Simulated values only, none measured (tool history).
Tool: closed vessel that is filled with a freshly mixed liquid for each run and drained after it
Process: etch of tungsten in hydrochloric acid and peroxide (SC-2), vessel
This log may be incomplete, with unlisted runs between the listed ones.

run,hour,temperature setpoint of the liquid (C),parts of water to one part each of 37 % hydrochloric acid and 30 % peroxide (parts by volume),time in the liquid (s),thickness taken off the tungsten on a monitor wafer (angstrom)
1,0.0,46.0,10.5,30,88.687
2,3.3,46.0,12.0,30,78.758
3,7.0,46.0,12.0,30,78.265
4,13.2,46.0,10.5,30,87.412
5,22.4,45.0,10.5,30,82.450
6,29.3,45.0,8.0,30,102.410
7,38.1,43.5,8.0,30,93.353
8,45.6,42.0,8.0,30,83.858

Forecast run 9:
9,54.3,41.0,8.0,30,?

thickness taken off the tungsten on a monitor wafer (angstrom): 78.347
